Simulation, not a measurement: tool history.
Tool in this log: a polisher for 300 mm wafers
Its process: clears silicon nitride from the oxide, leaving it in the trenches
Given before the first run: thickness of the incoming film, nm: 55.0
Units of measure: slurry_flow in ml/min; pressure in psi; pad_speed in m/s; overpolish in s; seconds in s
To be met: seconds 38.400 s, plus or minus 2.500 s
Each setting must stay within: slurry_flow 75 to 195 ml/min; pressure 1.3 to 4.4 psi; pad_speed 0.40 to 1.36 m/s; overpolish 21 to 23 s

run 1 hour=0.0 | slurry_flow=125 pressure=2.8 pad_speed=0.88 overpolish=21 | seconds=67.979
run 2 hour=2.6 | slurry_flow=125 pressure=3.2 pad_speed=0.90 overpolish=21 | seconds=61.633
run 3 hour=11.1 | slurry_flow=125 pressure=3.6 pad_speed=0.96 overpolish=21 | seconds=52.616
run 4 hour=14.9 | slurry_flow=100 pressure=3.6 pad_speed=0.96 overpolish=21 | seconds=54.750
run 5 hour=22.0 | slurry_flow=75 pressure=3.6 pad_speed=0.96 overpolish=21 | seconds=60.089
run 6 hour=29.0 | slurry_flow=90 pressure=3.8 pad_speed=0.98 overpolish=21 | seconds=51.228
run 7 hour=36.1 | slurry_flow=100 pressure=4.0 pad_speed=0.98 overpolish=21 | seconds=50.936
run 8 hour=38.4 | slurry_flow=105 pressure=4.1 pad_speed=1.02 overpolish=21 | seconds=47.081

Exactly one of the 5 candidate moves below puts every result within its allowed miss. Which one?
run A hour=40.7 | slurry_flow=125 pressure=4.0 pad_speed=1.00 overpolish=22 | seconds=?
run B hour=40.7 | slurry_flow=135 pressure=4.4 pad_speed=1.24 overpolish=22 | seconds=?
run C hour=40.7 | slurry_flow=140 pressure=3.9 pad_speed=1.08 overpolish=23 | seconds=?
run D hour=40.7 | slurry_flow=110 pressure=4.4 pad_speed=0.92 overpolish=21 | seconds=?
run E hour=40.7 | slurry_flow=120 pressure=4.2 pad_speed=1.16 overpolish=21 | seconds=?

move=A seconds=46.533
move=B seconds=34.478
move=C seconds=43.128
move=D seconds=48.005
move=E seconds=39.071
A: gains on the last run, yet a result remains outside its allowed miss
B: pushes the last run's worst result past its target
C: gains on the last run, yet a result remains outside its allowed miss
D: misses by more than the last run did
E: all results in spec
The move that meets every target is E.
